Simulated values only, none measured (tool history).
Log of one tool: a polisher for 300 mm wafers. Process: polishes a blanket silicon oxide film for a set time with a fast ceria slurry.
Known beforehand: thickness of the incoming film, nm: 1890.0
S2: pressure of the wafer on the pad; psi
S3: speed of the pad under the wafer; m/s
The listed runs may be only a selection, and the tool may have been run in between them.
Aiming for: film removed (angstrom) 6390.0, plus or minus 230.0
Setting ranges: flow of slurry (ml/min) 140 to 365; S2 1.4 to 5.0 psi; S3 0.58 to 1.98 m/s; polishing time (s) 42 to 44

{"run": 1, "hour": 0.0, "flow of slurry (ml/min)": 235, "S2": 3.2, "S3": 1.28, "polishing time (s)": 42, "film removed (angstrom)": 8430.7}
{"run": 2, "hour": 5.6, "flow of slurry (ml/min)": 235, "S2": 3.1, "S3": 1.28, "polishing time (s)": 42, "film removed (angstrom)": 8141.1}
{"run": 3, "hour": 14.0, "flow of slurry (ml/min)": 235, "S2": 3.1, "S3": 1.28, "polishing time (s)": 42, "film removed (angstrom)": 8185.7}
{"run": 4, "hour": 21.4, "flow of slurry (ml/min)": 185, "S2": 3.1, "S3": 1.28, "polishing time (s)": 42, "film removed (angstrom)": 7838.6}
{"run": 5, "hour": 25.8, "flow of slurry (ml/min)": 210, "S2": 3.1, "S3": 1.28, "polishing time (s)": 42, "film removed (angstrom)": 8217.1}
{"run": 6, "hour": 33.2, "flow of slurry (ml/min)": 210, "S2": 3.1, "S3": 1.28, "polishing time (s)": 44, "film removed (angstrom)": 8364.1}
{"run": 7, "hour": 34.7, "flow of slurry (ml/min)": 210, "S2": 3.0, "S3": 1.28, "polishing time (s)": 44, "film removed (angstrom)": 8239.5}
{"run": 8, "hour": 36.6, "flow of slurry (ml/min)": 210, "S2": 2.9, "S3": 1.28, "polishing time (s)": 44, "film removed (angstrom)": 8002.8}
{"run": 9, "hour": 37.3, "flow of slurry (ml/min)": 210, "S2": 2.8, "S3": 1.28, "polishing time (s)": 44, "film removed (angstrom)": 7649.9}
{"run": 10, "hour": 43.4, "flow of slurry (ml/min)": 210, "S2": 2.7, "S3": 1.28, "polishing time (s)": 44, "film removed (angstrom)": 7531.7}
{"run": 11, "hour": 50.7, "flow of slurry (ml/min)": 210, "S2": 2.1, "S3": 1.26, "polishing time (s)": 44, "film removed (angstrom)": 6104.0}

5 candidate next runs follow, results not yet known. Just one meets every target within its allowed miss. Identify it.
{"run": "A", "hour": 58.0, "flow of slurry (ml/min)": 235, "S2": 2.5, "S3": 1.22, "polishing time (s)": 44, "film removed (angstrom)": "?"}
{"run": "B", "hour": 58.0, "flow of slurry (ml/min)": 205, "S2": 2.5, "S3": 1.18, "polishing time (s)": 42, "film removed (angstrom)": "?"}
{"run": "C", "hour": 58.0, "flow of slurry (ml/min)": 175, "S2": 2.7, "S3": 1.12, "polishing time (s)": 44, "film removed (angstrom)": "?"}
{"run": "D", "hour": 58.0, "flow of slurry (ml/min)": 255, "S2": 2.3, "S3": 0.96, "polishing time (s)": 44, "film removed (angstrom)": "?"}
{"run": "E", "hour": 58.0, "flow of slurry (ml/min)": 160, "S2": 2.8, "S3": 0.84, "polishing time (s)": 44, "film removed (angstrom)": "?"}

move=A film_removed_(angstrom)=6958.8
move=B film_removed_(angstrom)=6383.0
move=C film_removed_(angstrom)=6709.2
move=D film_removed_(angstrom)=5675.5
move=E film_removed_(angstrom)=5733.7
A: pushes the last run's worst result past its target
B: all results in spec
C: pushes the last run's worst result past its target
D: its largest miss is bigger than the last run's
E: its largest miss is bigger than the last run's
Answer: B
